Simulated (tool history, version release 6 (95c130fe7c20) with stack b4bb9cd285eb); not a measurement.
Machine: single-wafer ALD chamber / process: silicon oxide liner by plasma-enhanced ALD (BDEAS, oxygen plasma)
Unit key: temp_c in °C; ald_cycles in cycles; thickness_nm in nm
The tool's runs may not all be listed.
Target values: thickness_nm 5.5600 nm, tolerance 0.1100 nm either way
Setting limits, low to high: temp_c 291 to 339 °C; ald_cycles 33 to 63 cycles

| run | day | temp_c | ald_cycles | thickness_nm |
|---|---|---|---|---|
| 1 | 0.000 | 315 | 48 | 4.5140 |
| 2 | 0.250 | 315 | 44 | 4.1267 |
| 3 | 0.612 | 309 | 44 | 4.1775 |
| 4 | 0.954 | 300 | 44 | 4.2057 |
| 5 | 1.133 | 300 | 46 | 4.4167 |
| 6 | 1.300 | 300 | 49 | 4.6836 |
| 7 | 1.429 | 300 | 51 | 4.9106 |
| 8 | 1.638 | 300 | 52 | 4.9736 |
| 9 | 1.712 | 300 | 53 | 5.0910 |
| 10 | 1.771 | 300 | 54 | 5.1965 |
| 11 | 2.117 | 300 | 55 | 5.3272 |
| 12 | 2.446 | 300 | 56 | 5.3704 |

Exactly one of the 4 candidate moves below puts every result within its allowed miss. Which one?
| A | 2.775 | 311 | 56 | ? |
| B | 2.775 | 299 | 53 | ? |
| C | 2.775 | 305 | 58 | ? |
| D | 2.775 | 310 | 54 | ? |

| move | thickness_nm |
|---|---|
| A | 5.3412 |
| B | 5.1309 |
| C | 5.5734 |
| D | 5.1568 |
A: moves away from the targets compared with the last run
B: moves away from the targets compared with the last run
C: all results land within tolerance of their targets
D: moves away from the targets compared with the last run
C is the move that brings every result within its allowed miss.
